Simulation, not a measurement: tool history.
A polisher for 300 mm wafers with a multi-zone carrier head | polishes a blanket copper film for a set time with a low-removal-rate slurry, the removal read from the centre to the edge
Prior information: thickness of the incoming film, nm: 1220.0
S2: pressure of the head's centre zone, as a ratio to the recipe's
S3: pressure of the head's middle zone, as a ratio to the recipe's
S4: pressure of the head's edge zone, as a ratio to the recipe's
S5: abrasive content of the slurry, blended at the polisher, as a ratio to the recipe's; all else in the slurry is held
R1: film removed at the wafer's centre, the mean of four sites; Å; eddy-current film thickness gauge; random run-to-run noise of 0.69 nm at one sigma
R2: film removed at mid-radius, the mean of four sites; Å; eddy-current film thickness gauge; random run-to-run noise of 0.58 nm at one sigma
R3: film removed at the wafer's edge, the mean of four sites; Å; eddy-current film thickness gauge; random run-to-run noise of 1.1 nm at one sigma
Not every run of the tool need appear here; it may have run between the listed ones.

{"run": 1, "day": 0.0, "flow of slurry (ml/min)": 235, "S2": 1, "S3": 1, "S4": 1, "S5": 1, "polishing time (s)": 41, "R1": 1077.2, "R2": 1075.5, "R3": 1076.7}
{"run": 2, "day": 0.154, "flow of slurry (ml/min)": 180, "S2": 1, "S3": 1, "S4": 1, "S5": 1, "polishing time (s)": 41, "R1": 1030.4, "R2": 1019.2, "R3": 1049.7}
{"run": 3, "day": 0.317, "flow of slurry (ml/min)": 180, "S2": 0.92, "S3": 1, "S4": 1, "S5": 1, "polishing time (s)": 41, "R1": 963.86, "R2": 1037.7, "R3": 1031.5}
{"run": 4, "day": 0.504, "flow of slurry (ml/min)": 180, "S2": 0.92, "S3": 0.97, "S4": 1, "S5": 1, "polishing time (s)": 41, "R1": 973.71, "R2": 1004.5, "R3": 1054.7}
{"run": 5, "day": 0.85, "flow of slurry (ml/min)": 180, "S2": 0.92, "S3": 0.88, "S4": 1, "S5": 1, "polishing time (s)": 41, "R1": 956.39, "R2": 928.28, "R3": 1044.7}
{"run": 6, "day": 0.988, "flow of slurry (ml/min)": 190, "S2": 0.94, "S3": 0.9, "S4": 0.95, "S5": 0.85, "polishing time (s)": 41, "R1": 962.73, "R2": 917.27, "R3": 1020.9}
{"run": 7, "day": 1.271, "flow of slurry (ml/min)": 200, "S2": 0.97, "S3": 0.95, "S4": 0.91, "S5": 0.75, "polishing time (s)": 39, "R1": 954.82, "R2": 912.91, "R3": 937.18}
{"run": 8, "day": 1.442, "flow of slurry (ml/min)": 195, "S2": 0.97, "S3": 0.96, "S4": 0.88, "S5": 0.7, "polishing time (s)": 39, "R1": 938.23, "R2": 920.42, "R3": 903.31}

What will run 9 give?
{"run": 9, "day": 1.529, "flow of slurry (ml/min)": 185, "S2": 0.97, "S3": 0.96, "S4": 0.86, "S5": 0.65, "polishing time (s)": 39, "R1": "?", "R2": "?", "R3": "?"}

Run 9 yielded R1 930.04 Å, R2 910.51 Å, R3 887.23 Å.

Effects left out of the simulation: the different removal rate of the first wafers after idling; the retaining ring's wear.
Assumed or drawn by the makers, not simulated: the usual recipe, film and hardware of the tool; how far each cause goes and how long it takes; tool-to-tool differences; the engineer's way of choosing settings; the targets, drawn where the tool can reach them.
